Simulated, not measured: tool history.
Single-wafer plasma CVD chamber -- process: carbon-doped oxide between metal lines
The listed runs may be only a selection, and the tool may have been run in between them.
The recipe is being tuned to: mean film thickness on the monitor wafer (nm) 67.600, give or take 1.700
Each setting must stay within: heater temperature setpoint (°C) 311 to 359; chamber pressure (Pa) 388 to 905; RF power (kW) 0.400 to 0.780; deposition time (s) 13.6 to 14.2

run,hour,heater temperature setpoint (°C),chamber pressure (Pa),RF power (kW),deposition time (s),mean film thickness on the monitor wafer (nm)
1,0.0,335,647,0.590,14.2,78.897
2,3.9,335,647,0.560,14.2,76.021
3,7.1,335,647,0.615,14.2,80.914
4,14.3,335,647,0.575,14.2,77.929
5,18.7,337,616,0.550,14.1,74.670
6,23.1,337,616,0.610,14.1,79.748
7,26.7,338,613,0.575,14.0,76.050
8,34.1,339,609,0.550,13.9,72.440
9,36.9,341,599,0.545,13.9,71.915
# hour 44.1: capacitance manometer re-zeroed and calibrated
10,44.1,343,589,0.535,13.9,69.235

Below are 5 possible settings for the next run. Only one of them brings all results inside the allowed miss of their targets. Which is it?
A,51.3,336,680,0.520,14.2,?
B,51.3,333,623,0.525,14.0,?
C,51.3,337,605,0.515,14.2,?
D,51.3,348,588,0.545,13.6,?
E,51.3,343,549,0.570,13.9,?

move,mean film thickness on the monitor wafer (nm)
A,72.657
B,71.782
C,70.795
D,67.949
E,71.620
A: the biggest miss grows against the last run
B: the biggest miss grows against the last run
C: the biggest miss grows against the last run
D: in spec on every target
E: the biggest miss grows against the last run
Answer: D
